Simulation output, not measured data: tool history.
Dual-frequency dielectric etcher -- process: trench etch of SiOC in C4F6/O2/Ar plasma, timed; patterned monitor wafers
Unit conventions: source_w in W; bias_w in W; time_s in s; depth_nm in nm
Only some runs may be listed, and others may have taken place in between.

run	hour	source_w	bias_w	time_s	depth_nm
1	0.0	360	197	22	45.877
2	6.0	360	197	22	45.999
3	14.5	390	203	22	48.117
4	21.6	410	205	22	49.346
5	29.4	360	205	22	46.539
6	30.1	390	208	22	48.318
7	35.1	410	211	22	49.664

Run 8 has not been measured yet. What should we expect?
8	41.4	430	213	22	?

depth_nm: 50.971 nm
